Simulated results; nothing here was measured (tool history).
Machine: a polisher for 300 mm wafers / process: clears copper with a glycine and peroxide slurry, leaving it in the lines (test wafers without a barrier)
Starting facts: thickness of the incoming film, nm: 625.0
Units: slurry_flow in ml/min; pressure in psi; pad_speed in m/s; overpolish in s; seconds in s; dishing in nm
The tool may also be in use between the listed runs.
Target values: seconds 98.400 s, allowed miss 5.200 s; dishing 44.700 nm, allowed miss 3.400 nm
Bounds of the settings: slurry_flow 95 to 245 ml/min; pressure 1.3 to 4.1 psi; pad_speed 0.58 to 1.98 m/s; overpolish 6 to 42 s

run  hour  slurry_flow  pressure  pad_speed  overpolish  seconds  dishing
  1   0.0          155       2.7       1.28          21   86.527   65.153
  2   4.5          155       2.6       1.28          17   90.734   56.228
  3   5.8          155       2.6       1.54          17   79.365   61.191
  4  11.8          155       2.6       1.54           8   76.975   38.668
  5  19.3          155       2.6       1.54          16   75.596   57.646
  6  25.1          155       3.2       1.54          16   66.757   66.484
  7  32.1          155       2.8       1.50          16   75.097   61.917
  8  38.4          155       2.5       1.48          16   82.314   60.225
  9  42.6          155       2.5       1.48          16   85.821   57.783
 10  47.8          155       2.0       1.48           7   99.773   27.762
 11  54.2          155       2.1       1.44          10   98.453   38.385
 12  60.3          155       2.1       1.44          11   96.996   38.595

Of the 4 settings listed for the next run, only one would bring every result within its allowed miss of target. Which one?
  A  66.4          175       1.9       1.54          10        ?        ?
  B  66.4          200       2.5       1.16          12        ?        ?
  C  66.4          185       1.7       1.76          18        ?        ?
  D  66.4          170       2.3       1.46           9        ?        ?

move  seconds  dishing
   A   97.539   37.747
   B   96.332   44.269
   C   94.921   54.917
   D   87.283   38.256
A: the biggest miss grows against the last run
B: in spec on every target
C: takes the biggest miss from the last run beyond its target
D: the biggest miss grows against the last run
So the answer is move B, the one that meets all the targets.
